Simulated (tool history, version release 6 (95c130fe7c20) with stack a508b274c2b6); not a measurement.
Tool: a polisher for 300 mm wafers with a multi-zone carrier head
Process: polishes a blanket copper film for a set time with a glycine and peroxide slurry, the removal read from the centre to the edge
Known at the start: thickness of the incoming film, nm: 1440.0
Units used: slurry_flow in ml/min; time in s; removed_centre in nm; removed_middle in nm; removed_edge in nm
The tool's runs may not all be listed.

run 1 day=0.000 | slurry_flow=290 centre_zone=1.00 middle_zone=1.00 edge_zone=1.00 time=81 | removed_centre=377.10 removed_middle=365.80 removed_edge=380.96
run 2 day=0.262 | slurry_flow=285 centre_zone=0.97 middle_zone=0.96 edge_zone=0.95 time=69 | removed_centre=311.29 removed_middle=301.79 removed_edge=315.85
run 3 day=0.604 | slurry_flow=285 centre_zone=0.92 middle_zone=0.96 edge_zone=0.95 time=69 | removed_centre=300.25 removed_middle=301.88 removed_edge=317.78
run 4 day=0.858 | slurry_flow=285 centre_zone=0.92 middle_zone=0.96 edge_zone=1.01 time=69 | removed_centre=300.19 removed_middle=305.11 removed_edge=330.74
run 5 day=1.054 | slurry_flow=275 centre_zone=0.91 middle_zone=0.93 edge_zone=0.95 time=62 | removed_centre=265.81 removed_middle=265.27 removed_edge=279.27
run 6 day=1.275 | slurry_flow=315 centre_zone=0.91 middle_zone=0.93 edge_zone=0.95 time=62 | removed_centre=266.98 removed_middle=264.14 removed_edge=288.25
run 7 day=1.629 | slurry_flow=300 centre_zone=0.89 middle_zone=0.90 edge_zone=0.90 time=59 | removed_centre=253.00 removed_middle=249.09 removed_edge=263.78
run 8 day=1.700 | slurry_flow=295 centre_zone=0.88 middle_zone=0.87 edge_zone=0.88 time=57 | removed_centre=238.38 removed_middle=231.07 removed_edge=254.59
run 9 day=1.942 | slurry_flow=275 centre_zone=0.88 middle_zone=0.86 edge_zone=0.86 time=56 | removed_centre=234.33 removed_middle=222.88 removed_edge=242.17
run 10 day=2.288 | slurry_flow=255 centre_zone=0.87 middle_zone=0.85 edge_zone=0.84 time=56 | removed_centre=230.36 removed_middle=220.08 removed_edge=244.04

What does the tool deliver on the next run?
run 11 day=2.642 | slurry_flow=265 centre_zone=0.87 middle_zone=0.85 edge_zone=0.83 time=54 | removed_centre=? removed_middle=? removed_edge=?

removed_centre: 220.71 nm
removed_middle: 214.46 nm
removed_edge: 233.64 nm
